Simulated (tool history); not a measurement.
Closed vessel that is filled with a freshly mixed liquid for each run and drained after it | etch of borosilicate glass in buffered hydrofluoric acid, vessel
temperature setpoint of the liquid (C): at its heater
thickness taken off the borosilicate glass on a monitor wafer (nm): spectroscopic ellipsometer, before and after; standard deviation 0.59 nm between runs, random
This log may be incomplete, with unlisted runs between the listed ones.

run  hour  temperature setpoint of the liquid (C)  parts of 40 % ammonium fluoride to one part of 49 % hydrofluoric acid (parts by volume)  time in the liquid (s)  thickness taken off the borosilicate glass on a monitor wafer (nm)
  1   0.0                                    24.0                                                                                      9.5                     105                                                              126.39
  2   2.6                                    24.0                                                                                      9.5                     105                                                              126.73
  3   9.3                                    24.0                                                                                      7.5                     105                                                              159.87
  4  11.5                                    24.5                                                                                      7.5                     105                                                              164.21
  5  14.5                                    25.0                                                                                      7.5                     105                                                              167.57
  6  15.3                                    25.5                                                                                      7.5                     105                                                              173.35
  7  19.0                                    25.5                                                                                      7.5                     105                                                              172.54

Run 8, settings as shown, results not yet in. Your forecast:
  8  27.1                                    26.0                                                                                      7.5                     105                                                                   ?

Run 8 produced thickness taken off the borosilicate glass on a monitor wafer (nm) 177.13.
